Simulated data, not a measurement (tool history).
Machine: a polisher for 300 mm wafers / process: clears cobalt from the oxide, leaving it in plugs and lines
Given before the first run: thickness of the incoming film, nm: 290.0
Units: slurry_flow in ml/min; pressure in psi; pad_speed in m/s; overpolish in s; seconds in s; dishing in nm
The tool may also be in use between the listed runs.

Run 1, hour 0: slurry_flow 200 ml/min, pressure 1.3 psi, pad_speed 0.84 m/s, overpolish 14 s. Result: seconds 113.39 s, dishing 27.412 nm.
Run 2, hour 1.5: slurry_flow 200 ml/min, pressure 1.3 psi, pad_speed 0.84 m/s, overpolish 19 s. Result: seconds 113.65 s, dishing 34.388 nm.
Run 3, hour 8.5: slurry_flow 200 ml/min, pressure 1.3 psi, pad_speed 0.66 m/s, overpolish 19 s. Result: seconds 142.22 s, dishing 29.629 nm.
Run 4, hour 11.5: slurry_flow 200 ml/min, pressure 1.5 psi, pad_speed 0.66 m/s, overpolish 19 s. Result: seconds 123.86 s, dishing 31.923 nm.
Run 5, hour 14.3: slurry_flow 180 ml/min, pressure 1.5 psi, pad_speed 0.66 m/s, overpolish 19 s. Result: seconds 124.12 s, dishing 30.816 nm.
Run 6, hour 18.6: slurry_flow 160 ml/min, pressure 1.7 psi, pad_speed 0.68 m/s, overpolish 14 s. Result: seconds 109.59 s, dishing 28.242 nm.
Run 7, hour 24.3: slurry_flow 205 ml/min, pressure 1.8 psi, pad_speed 0.66 m/s, overpolish 11 s. Result: seconds 104.78 s, dishing 24.684 nm.
Run 8, hour 31.1: slurry_flow 260 ml/min, pressure 2.1 psi, pad_speed 0.72 m/s, overpolish 5 s. Result: seconds 80.824 s, dishing 15.606 nm.
Run 9, hour 38.6: slurry_flow 275 ml/min, pressure 2.1 psi, pad_speed 0.74 m/s, overpolish 5 s. Result: seconds 78.114 s, dishing 16.232 nm.
Run 10, hour 39.5: slurry_flow 285 ml/min, pressure 2.1 psi, pad_speed 0.74 m/s, overpolish 5 s. Result: seconds 76.179 s, dishing 16.1 nm.

Estimate the outcome of run 11 from the log above:
Run 11, hour 41.1: slurry_flow 295 ml/min, pressure 2.1 psi, pad_speed 0.74 m/s, overpolish 5 s. Result: seconds ?, dishing ?.

seconds: 77.191 s
dishing: 16.288 nm

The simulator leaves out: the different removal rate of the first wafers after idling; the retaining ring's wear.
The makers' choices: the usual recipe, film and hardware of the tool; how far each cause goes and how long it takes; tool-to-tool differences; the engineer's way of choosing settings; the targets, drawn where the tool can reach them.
